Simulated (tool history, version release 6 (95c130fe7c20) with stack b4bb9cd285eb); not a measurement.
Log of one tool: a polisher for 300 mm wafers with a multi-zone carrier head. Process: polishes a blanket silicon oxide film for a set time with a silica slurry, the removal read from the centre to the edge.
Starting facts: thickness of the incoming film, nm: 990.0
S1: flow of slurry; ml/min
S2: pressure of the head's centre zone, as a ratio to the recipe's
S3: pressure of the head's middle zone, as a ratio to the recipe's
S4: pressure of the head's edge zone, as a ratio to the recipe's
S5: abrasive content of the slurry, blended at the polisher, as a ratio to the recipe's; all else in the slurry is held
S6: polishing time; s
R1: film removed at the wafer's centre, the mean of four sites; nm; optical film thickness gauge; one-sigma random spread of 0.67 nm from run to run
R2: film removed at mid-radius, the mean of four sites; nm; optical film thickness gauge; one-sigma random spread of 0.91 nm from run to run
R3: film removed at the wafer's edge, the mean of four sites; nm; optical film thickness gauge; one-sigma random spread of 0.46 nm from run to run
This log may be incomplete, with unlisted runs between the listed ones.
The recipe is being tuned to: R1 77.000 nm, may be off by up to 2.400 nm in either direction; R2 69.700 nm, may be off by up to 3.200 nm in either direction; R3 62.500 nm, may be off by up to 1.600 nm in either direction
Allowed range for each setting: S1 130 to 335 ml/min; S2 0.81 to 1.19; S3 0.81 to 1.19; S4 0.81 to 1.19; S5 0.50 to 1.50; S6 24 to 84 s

run 1 day=0.000 | S1=215 S2=1.00 S3=1.00 S4=1.00 S5=1.00 S6=54 | R1=108.850 R2=107.470 R3=109.640
run 2 day=0.058 | S1=215 S2=1.00 S3=1.00 S4=1.00 S5=1.10 S6=54 | R1=111.260 R2=109.260 R3=111.030
run 3 day=0.171 | S1=220 S2=1.03 S3=1.01 S4=0.96 S5=1.00 S6=50 | R1=104.780 R2=98.893 R3=100.440
run 4 day=0.208 | S1=225 S2=1.06 S3=1.05 S4=0.93 S5=0.90 S6=46 | R1=94.716 R2=94.475 R3=87.611
run 5 day=0.483 | S1=225 S2=1.08 S3=1.04 S4=0.91 S5=0.80 S6=44 | R1=88.835 R2=85.327 R3=79.646
run 6 day=0.596 | S1=220 S2=1.09 S3=1.04 S4=0.89 S5=0.75 S6=43 | R1=87.218 R2=82.643 R3=75.717
run 7 day=0.846 | S1=215 S2=1.09 S3=1.03 S4=0.87 S5=0.70 S6=43 | R1=85.699 R2=80.317 R3=73.688
run 8 day=1.017 | S1=210 S2=1.09 S3=1.03 S4=0.86 S5=0.65 S6=42 | R1=81.391 R2=75.378 R3=69.620
run 9 day=1.196 | S1=205 S2=1.10 S3=1.03 S4=0.85 S5=0.60 S6=42 | R1=78.888 R2=74.208 R3=68.071

Next run, 4 choices. One meets every target within its allowed miss, the rest don't. Which?
run A day=1.375 | S1=235 S2=1.12 S3=0.94 S4=0.82 S5=0.65 S6=38 | R1=? R2=? R3=?
run B day=1.375 | S1=230 S2=1.19 S3=1.10 S4=0.93 S5=0.50 S6=38 | R1=? R2=? R3=?
run C day=1.375 | S1=195 S2=1.15 S3=0.93 S4=0.84 S5=0.55 S6=40 | R1=? R2=? R3=?
run D day=1.375 | S1=205 S2=1.04 S3=0.89 S4=0.92 S5=0.50 S6=42 | R1=? R2=? R3=?

move=A R1=77.154 R2=63.361 R3=62.606
move=B R1=76.440 R2=67.372 R3=61.635
move=C R1=77.358 R2=61.492 R3=62.418
move=D R1=72.282 R2=61.288 R3=67.111
A: corrects the largest miss of the last run, while another result sits out of spec
B: every result within its allowed miss
C: corrects the largest miss of the last run, while another result sits out of spec
D: closer than the last run, but not yet in spec
The right move is B.
